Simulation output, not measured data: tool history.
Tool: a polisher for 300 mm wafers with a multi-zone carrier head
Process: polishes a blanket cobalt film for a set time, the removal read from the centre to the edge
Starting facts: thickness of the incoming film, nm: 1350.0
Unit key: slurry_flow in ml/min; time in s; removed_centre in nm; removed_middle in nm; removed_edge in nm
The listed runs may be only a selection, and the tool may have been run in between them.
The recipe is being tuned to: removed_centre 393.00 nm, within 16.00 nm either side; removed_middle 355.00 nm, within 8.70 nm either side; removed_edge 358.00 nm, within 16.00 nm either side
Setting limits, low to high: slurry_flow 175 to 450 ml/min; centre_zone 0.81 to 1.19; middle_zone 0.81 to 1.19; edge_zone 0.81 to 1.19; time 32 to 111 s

run  hour  slurry_flow  centre_zone  middle_zone  edge_zone  time  removed_centre  removed_middle  removed_edge
  1   0.0          290         1.00         1.00       1.00    71          473.58          474.82        470.93
  2   7.0          290         1.00         0.92       1.00    71          474.29          438.45        469.73
  3  11.6          290         1.00         0.84       1.00    71          465.57          411.04        464.28
  4  12.6          290         1.00         0.84       1.00    59          395.99          345.17        389.64
  5  19.2          290         1.00         0.81       1.00    59          401.20          334.11        388.80
  6  22.1          290         0.92         0.81       1.00    59          363.48          330.99        388.36
  7  30.5          290         0.92         0.81       1.00    59          357.04          333.86        398.68
  8  31.4          305         0.94         0.84       0.97    58          367.29          339.02        373.57
  9  34.4          315         0.95         0.85       0.96    58          366.69          342.68        376.93
 10  37.7          315         0.97         0.86       0.94    58          376.29          348.64        372.89

5 candidate next runs follow, results not yet known. Just one meets every target within its allowed miss. Identify it.
  A  41.0          290         0.90         0.91       0.94    56               ?               ?             ?
  B  41.0          325         1.05         0.92       0.94    56               ?               ?             ?
  C  41.0          295         0.89         0.88       0.88    59               ?               ?             ?
  D  41.0          305         0.99         0.83       0.99    58               ?               ?             ?
  E  41.0          265         0.87         0.88       0.90    61               ?               ?             ?

move  removed_centre  removed_middle  removed_edge
   A          338.04          349.22        364.31
   B          399.71          356.02        367.32
   C          352.76          358.51        372.97
   D          387.35          336.76        388.61
   E          351.99          366.50        386.25
A: further off than the last run
B: all results land within tolerance of their targets
C: further off than the last run
D: brings the result that was furthest off to its target, and leaves another outside
E: further off than the last run
B is the move that brings every result within its allowed miss.
